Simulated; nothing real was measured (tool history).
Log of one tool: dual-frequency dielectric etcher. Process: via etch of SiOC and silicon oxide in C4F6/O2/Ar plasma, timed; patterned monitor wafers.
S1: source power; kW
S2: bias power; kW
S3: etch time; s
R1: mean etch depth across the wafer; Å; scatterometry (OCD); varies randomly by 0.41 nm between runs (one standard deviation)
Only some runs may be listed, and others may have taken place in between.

Run 1, hour 0.0: S1 0.260 kW, S2 0.190 kW, S3 64 s. Result: R1 581.21 Å.
Run 2, hour 6.0: S1 0.260 kW, S2 0.190 kW, S3 64 s. Result: R1 586.00 Å.
Run 3, hour 12.4: S1 0.260 kW, S2 0.190 kW, S3 64 s. Result: R1 588.01 Å.
Run 4, hour 19.8: S1 0.260 kW, S2 0.190 kW, S3 67 s. Result: R1 610.44 Å.
Run 5, hour 20.5: S1 0.280 kW, S2 0.190 kW, S3 67 s. Result: R1 630.16 Å.
Run 6, hour 25.6: S1 0.280 kW, S2 0.191 kW, S3 67 s. Result: R1 630.48 Å.

Run 7 is up next; what results do you expect?
Run 7, hour 32.8: S1 0.280 kW, S2 0.192 kW, S3 67 s. Result: R1 ?.

R1: 623.66 Å
